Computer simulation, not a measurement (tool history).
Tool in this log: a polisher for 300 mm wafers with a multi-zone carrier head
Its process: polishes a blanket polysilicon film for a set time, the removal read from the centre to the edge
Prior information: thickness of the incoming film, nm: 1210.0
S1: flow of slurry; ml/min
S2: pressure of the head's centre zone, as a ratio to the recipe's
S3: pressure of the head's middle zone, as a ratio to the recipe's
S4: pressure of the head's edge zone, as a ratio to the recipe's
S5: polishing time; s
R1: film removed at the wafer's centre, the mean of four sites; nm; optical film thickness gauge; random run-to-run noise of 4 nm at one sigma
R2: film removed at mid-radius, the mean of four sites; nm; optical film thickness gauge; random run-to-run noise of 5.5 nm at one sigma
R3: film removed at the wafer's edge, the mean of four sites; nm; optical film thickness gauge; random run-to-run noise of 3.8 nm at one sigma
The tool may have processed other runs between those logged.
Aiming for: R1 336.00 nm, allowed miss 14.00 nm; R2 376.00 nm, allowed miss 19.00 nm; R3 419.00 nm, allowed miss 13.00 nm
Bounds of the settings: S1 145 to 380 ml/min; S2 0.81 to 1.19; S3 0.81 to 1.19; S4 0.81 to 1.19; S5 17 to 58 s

run 1 hour=0.0 | S1=245 S2=1.00 S3=1.00 S4=1.00 S5=37 | R1=512.25 R2=517.08 R3=509.34
run 2 hour=1.0 | S1=295 S2=1.00 S3=1.00 S4=1.00 S5=37 | R1=524.87 R2=528.48 R3=516.85
run 3 hour=5.0 | S1=295 S2=1.08 S3=1.00 S4=1.00 S5=37 | R1=553.11 R2=507.96 R3=520.09
run 4 hour=9.9 | S1=285 S2=1.02 S3=0.97 S4=1.04 S5=35 | R1=507.25 R2=491.80 R3=495.63
run 5 hour=18.8 | S1=285 S2=1.09 S3=0.97 S4=1.04 S5=35 | R1=537.37 R2=473.94 R3=498.32
run 6 hour=22.9 | S1=285 S2=1.09 S3=0.97 S4=1.04 S5=39 | R1=597.09 R2=531.38 R3=549.37
run 7 hour=30.8 | S1=225 S2=0.99 S3=0.89 S4=1.00 S5=29 | R1=391.76 R2=362.41 R3=400.51
run 8 hour=37.2 | S1=215 S2=0.95 S3=0.88 S4=1.02 S5=29 | R1=364.28 R2=357.75 R3=399.89
run 9 hour=43.0 | S1=215 S2=0.93 S3=0.88 S4=1.04 S5=29 | R1=361.98 R2=351.95 R3=404.50
run 10 hour=48.8 | S1=215 S2=0.91 S3=0.89 S4=1.05 S5=29 | R1=355.28 R2=357.25 R3=398.31
run 11 hour=53.8 | S1=210 S2=0.89 S3=0.89 S4=1.06 S5=30 | R1=360.67 R2=359.68 R3=416.57

Which one of the following 4 next-run settings gets every result inside its allowed miss? There is exactly one.
run A hour=58.8 | S1=235 S2=0.92 S3=0.81 S4=1.04 S5=30 | R1=? R2=? R3=?
run B hour=58.8 | S1=155 S2=0.92 S3=0.88 S4=1.13 S5=33 | R1=? R2=? R3=?
run C hour=58.8 | S1=175 S2=0.81 S3=0.89 S4=1.02 S5=29 | R1=? R2=? R3=?
run D hour=58.8 | S1=260 S2=0.84 S3=0.93 S4=1.10 S5=29 | R1=? R2=? R3=?

move=A R1=375.47 R2=340.28 R3=421.25
move=B R1=380.34 R2=371.99 R3=457.14
move=C R1=302.57 R2=338.80 R3=388.76
move=D R1=336.24 R2=373.59 R3=422.23
A: the biggest miss grows against the last run
B: the biggest miss grows against the last run
C: takes the biggest miss from the last run beyond its target
D: every result lands within tolerance
Move D is the one to make.

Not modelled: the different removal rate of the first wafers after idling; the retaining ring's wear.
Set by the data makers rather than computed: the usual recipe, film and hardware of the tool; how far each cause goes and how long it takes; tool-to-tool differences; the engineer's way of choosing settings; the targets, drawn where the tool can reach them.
